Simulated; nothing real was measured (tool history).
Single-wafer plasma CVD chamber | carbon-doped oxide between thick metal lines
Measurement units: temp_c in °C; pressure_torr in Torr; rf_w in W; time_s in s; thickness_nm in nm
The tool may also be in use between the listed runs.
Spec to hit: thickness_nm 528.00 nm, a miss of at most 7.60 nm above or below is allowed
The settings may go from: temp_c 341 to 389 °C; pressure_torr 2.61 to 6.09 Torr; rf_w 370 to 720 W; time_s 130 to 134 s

run,day,temp_c,pressure_torr,rf_w,time_s,thickness_nm
1,0.000,365,4.35,545,130,637.53
2,0.175,365,4.35,545,134,658.96
3,0.250,355,4.35,545,134,674.34
4,0.275,355,4.35,545,130,656.41
5,0.383,355,4.35,545,130,656.86
6,0.450,360,3.96,525,130,618.10
7,0.758,364,3.64,515,130,598.37
8,1.129,367,3.40,505,130,584.29
9,1.438,378,2.61,440,130,495.80
10,1.700,366,2.99,445,130,517.73

4 candidate next runs follow, results not yet known. Just one meets every target within its allowed miss. Identify it.
A,1.962,363,2.96,430,130,?
B,1.962,372,3.44,435,134,?
C,1.962,349,2.68,415,130,?
D,1.962,363,3.05,420,130,?

move,thickness_nm
A,507.15
B,525.14
C,506.93
D,498.22
A: its largest miss is bigger than the last run's
B: in spec on every target
C: its largest miss is bigger than the last run's
D: its largest miss is bigger than the last run's
So the answer is move B, the one that meets all the targets.
